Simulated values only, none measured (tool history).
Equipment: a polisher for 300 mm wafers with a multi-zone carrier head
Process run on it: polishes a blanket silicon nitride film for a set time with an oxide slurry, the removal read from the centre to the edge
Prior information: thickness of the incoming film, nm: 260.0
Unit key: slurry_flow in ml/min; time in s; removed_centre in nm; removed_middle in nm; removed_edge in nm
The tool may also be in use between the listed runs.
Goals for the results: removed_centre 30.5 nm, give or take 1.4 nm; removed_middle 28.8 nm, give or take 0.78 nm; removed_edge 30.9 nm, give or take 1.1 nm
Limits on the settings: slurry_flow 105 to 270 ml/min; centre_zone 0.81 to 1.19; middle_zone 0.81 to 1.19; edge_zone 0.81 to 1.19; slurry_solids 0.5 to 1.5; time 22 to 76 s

run	hour	slurry_flow	centre_zone	middle_zone	edge_zone	slurry_solids	time	removed_centre	removed_middle	removed_edge
1	0	175	1	1	1	1	49	39.301	35.471	35.127
2	8.9	175	1.06	1	1	1	49	40.636	34.857	35.593
3	11.6	160	1	0.97	1.01	0.95	49	38.016	33.964	35.22
4	17.9	155	0.97	0.95	1	0.85	49	34.197	31.809	32.918
5	22.9	170	0.97	0.95	1	0.85	49	36.171	32.191	33.241
6	27.9	170	0.97	0.95	0.92	0.85	49	36.418	32.319	32.167
7	35.3	160	0.95	0.93	0.93	0.8	49	34.074	30.659	31.387
8	36.1	150	0.94	0.92	0.94	0.8	49	33.792	29.933	30.685
# hour 43.9: centre zone pressure recalibrated
9	43.9	145	0.92	0.92	0.97	0.8	49	29.554	29.966	31.419

Of the 4 settings listed for the next run, only one would bring every result within its allowed miss of target. Which one?
A	51.7	170	0.91	0.87	0.95	0.75	49	?	?	?
B	51.7	155	0.93	1.01	1.05	0.9	44	?	?	?
C	51.7	160	0.91	1	0.98	0.75	49	?	?	?
D	51.7	125	0.86	1.07	0.98	0.9	47	?	?	?

move	removed_centre	removed_middle	removed_edge
A	30.096	28.968	30.915
B	29.043	30.1	30.951
C	29.779	31.147	31.11
D	28.006	31.997	31.037
A: meets every target
B: further off than the last run
C: further off than the last run
D: further off than the last run
The right move is A.

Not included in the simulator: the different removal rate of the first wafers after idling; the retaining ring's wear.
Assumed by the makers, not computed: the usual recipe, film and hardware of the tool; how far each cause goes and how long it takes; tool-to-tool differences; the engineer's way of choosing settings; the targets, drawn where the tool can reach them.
